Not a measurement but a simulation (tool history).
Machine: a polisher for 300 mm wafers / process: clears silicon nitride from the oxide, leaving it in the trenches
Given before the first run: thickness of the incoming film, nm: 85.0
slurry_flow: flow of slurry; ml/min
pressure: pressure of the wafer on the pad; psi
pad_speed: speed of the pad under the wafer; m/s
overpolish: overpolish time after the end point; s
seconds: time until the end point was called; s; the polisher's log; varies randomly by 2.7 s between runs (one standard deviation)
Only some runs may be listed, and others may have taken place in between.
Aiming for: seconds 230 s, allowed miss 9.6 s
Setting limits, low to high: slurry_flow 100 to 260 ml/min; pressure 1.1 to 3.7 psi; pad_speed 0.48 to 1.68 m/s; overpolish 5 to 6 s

Run 1, hour 0: slurry_flow 165 ml/min, pressure 2.4 psi, pad_speed 1.08 m/s, overpolish 6 s. Result: seconds 82.281 s.
Run 2, hour 3.7: slurry_flow 160 ml/min, pressure 2 psi, pad_speed 0.92 m/s, overpolish 6 s. Result: seconds 114.25 s.
Run 3, hour 6.7: slurry_flow 190 ml/min, pressure 2 psi, pad_speed 0.92 m/s, overpolish 6 s. Result: seconds 111.58 s.
Run 4, hour 13.8: slurry_flow 210 ml/min, pressure 2 psi, pad_speed 0.92 m/s, overpolish 6 s. Result: seconds 112.17 s.
Run 5, hour 17: slurry_flow 185 ml/min, pressure 2 psi, pad_speed 0.92 m/s, overpolish 6 s. Result: seconds 112.92 s.
Run 6, hour 22.3: slurry_flow 185 ml/min, pressure 1.7 psi, pad_speed 0.8 m/s, overpolish 6 s. Result: seconds 149.48 s.
Run 7, hour 25.6: slurry_flow 185 ml/min, pressure 1.5 psi, pad_speed 0.76 m/s, overpolish 6 s. Result: seconds 179.55 s.
Run 8, hour 27.8: slurry_flow 185 ml/min, pressure 1.4 psi, pad_speed 0.76 m/s, overpolish 6 s. Result: seconds 192 s.
Run 9, hour 33.7: slurry_flow 175 ml/min, pressure 1.1 psi, pad_speed 0.72 m/s, overpolish 6 s. Result: seconds 259.8 s.
Run 10, hour 34.4: slurry_flow 185 ml/min, pressure 1.1 psi, pad_speed 0.72 m/s, overpolish 6 s. Result: seconds 250.8 s.
Run 11, hour 39: slurry_flow 190 ml/min, pressure 1.1 psi, pad_speed 0.72 m/s, overpolish 6 s. Result: seconds 250.83 s.

Which of these 4 next moves meets every target?
Run A, hour 43.6: slurry_flow 150 ml/min, pressure 1.4 psi, pad_speed 0.72 m/s, overpolish 6 s. Result: seconds ?.
Run B, hour 43.6: slurry_flow 180 ml/min, pressure 1.4 psi, pad_speed 0.7 m/s, overpolish 6 s. Result: seconds ?.
Run C, hour 43.6: slurry_flow 210 ml/min, pressure 1.5 psi, pad_speed 0.58 m/s, overpolish 6 s. Result: seconds ?.
Run D, hour 43.6: slurry_flow 170 ml/min, pressure 1.3 psi, pad_speed 0.76 m/s, overpolish 5 s. Result: seconds ?.

move  seconds
   A   209.82
   B   208.82
   C   228.69
   D      209
A: the result that was furthest off in the last run now lies on the other side of its target
B: the result that was furthest off in the last run now lies on the other side of its target
C: in spec on every target
D: the result that was furthest off in the last run now lies on the other side of its target
Go with C: it meets all targets.
